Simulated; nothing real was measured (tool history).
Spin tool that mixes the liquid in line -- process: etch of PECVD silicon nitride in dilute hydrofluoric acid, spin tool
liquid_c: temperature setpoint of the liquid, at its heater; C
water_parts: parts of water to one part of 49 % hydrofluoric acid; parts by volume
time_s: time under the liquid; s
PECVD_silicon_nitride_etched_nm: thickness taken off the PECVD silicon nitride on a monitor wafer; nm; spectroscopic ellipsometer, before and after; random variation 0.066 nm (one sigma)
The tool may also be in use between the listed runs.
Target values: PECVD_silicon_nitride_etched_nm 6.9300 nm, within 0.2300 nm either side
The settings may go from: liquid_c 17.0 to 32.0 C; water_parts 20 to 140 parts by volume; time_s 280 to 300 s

run	hour	liquid_c	water_parts	time_s	PECVD_silicon_nitride_etched_nm
1	0.0	24.0	75	280	12.9910
2	2.9	22.0	80	280	10.7690
3	8.6	22.0	100	280	8.5144
4	14.3	22.0	80	280	10.6490
5	15.3	22.0	80	280	10.6710
6	23.0	20.5	85	280	9.2295
7	29.1	19.5	85	280	8.5957
8	30.2	18.5	85	280	7.9200
9	32.8	18.0	85	280	7.5908

Below are 5 possible settings for the next run. Only one of them brings all results inside the allowed miss of their targets. Which is it?
A	35.4	18.5	80	295	?
B	35.4	17.0	80	295	?
C	35.4	17.0	95	300	?
D	35.4	19.0	80	280	?
E	35.4	25.0	140	280	?

move	PECVD_silicon_nitride_etched_nm
A	8.8802
B	7.9969
C	6.8848
D	8.7259
E	7.5181
A: the biggest miss grows against the last run
B: the biggest miss grows against the last run
C: hits every target within its allowed miss
D: the biggest miss grows against the last run
E: moves toward the targets from the last run without getting all of them in spec
Correct choice: C, which meets every target
